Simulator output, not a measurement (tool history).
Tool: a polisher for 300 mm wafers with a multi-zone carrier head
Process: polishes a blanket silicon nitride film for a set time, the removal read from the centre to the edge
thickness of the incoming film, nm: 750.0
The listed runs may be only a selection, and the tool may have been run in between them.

run	hour	flow of slurry (ml/min)	pressure of the head's centre zone	pressure of the head's middle zone	pressure of the head's edge zone	polishing time (s)	film removed at the wafer's centre (angstrom)	film removed at mid-radius (angstrom)	film removed at the wafer's edge (angstrom)
1	0.0	220	1.00	1.00	1.00	47	567.60	571.05	562.22
2	8.2	200	1.00	1.00	1.00	47	559.13	569.35	564.32
3	11.9	200	1.00	1.00	1.00	41	493.41	499.53	487.76
4	18.4	200	0.94	1.00	1.00	41	466.72	494.40	486.65
5	19.9	175	0.94	1.00	1.00	41	453.10	479.99	482.27
6	22.1	180	0.97	1.00	1.02	44	506.75	515.62	515.91
7	24.7	190	0.98	1.00	1.04	47	545.12	563.99	568.12
8	31.4	200	1.01	1.00	1.06	49	591.41	604.25	605.26
9	33.9	210	1.03	0.99	1.08	51	614.44	622.15	639.85
10	37.6	215	1.06	0.99	1.09	53	660.51	634.80	661.75
11	41.9	220	1.07	1.00	1.10	54	691.63	664.28	685.96
12	48.1	225	1.08	1.00	1.11	55	735.47	680.25	698.11
13	51.4	230	1.08	1.00	1.12	56	730.97	694.55	706.35
14	52.1	225	1.09	1.00	1.12	57	742.84	702.29	729.07
15	55.9	230	1.10	1.00	1.13	58	768.41	725.28	744.86
16	62.7	235	1.10	1.00	1.14	59	766.61	732.94	762.48
17	66.2	235	1.11	1.00	1.14	60	802.58	740.82	768.33

Run 18, settings as shown, results not yet in. Your forecast:
18	71.5	235	1.11	1.00	1.15	61	?	?	?

Run 18 produced film removed at the wafer's centre (angstrom) 819.94, film removed at mid-radius (angstrom) 760.54, film removed at the wafer's edge (angstrom) 799.70.

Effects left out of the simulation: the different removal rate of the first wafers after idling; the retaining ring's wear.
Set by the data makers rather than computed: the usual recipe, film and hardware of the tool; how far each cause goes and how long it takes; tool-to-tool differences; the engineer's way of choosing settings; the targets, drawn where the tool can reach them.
